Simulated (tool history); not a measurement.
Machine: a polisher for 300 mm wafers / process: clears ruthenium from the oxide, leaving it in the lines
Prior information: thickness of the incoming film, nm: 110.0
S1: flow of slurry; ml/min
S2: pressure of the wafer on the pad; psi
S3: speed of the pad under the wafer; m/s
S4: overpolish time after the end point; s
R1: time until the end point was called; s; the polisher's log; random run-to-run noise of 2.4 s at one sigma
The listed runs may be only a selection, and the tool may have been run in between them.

run	hour	S1	S2	S3	S4	R1
1	0.0	295	2.1	1.12	5	86.228
2	5.5	295	1.9	1.10	5	96.900
3	7.8	295	2.3	1.10	5	79.123
4	8.7	295	2.3	1.10	5	79.472
5	13.6	355	2.3	1.10	5	78.162
6	19.4	355	2.0	1.08	5	91.808
7	24.9	355	1.8	1.06	5	102.860

Predict the results of run 8:
8	26.8	355	1.2	1.00	5	?

R1: 161.080 s
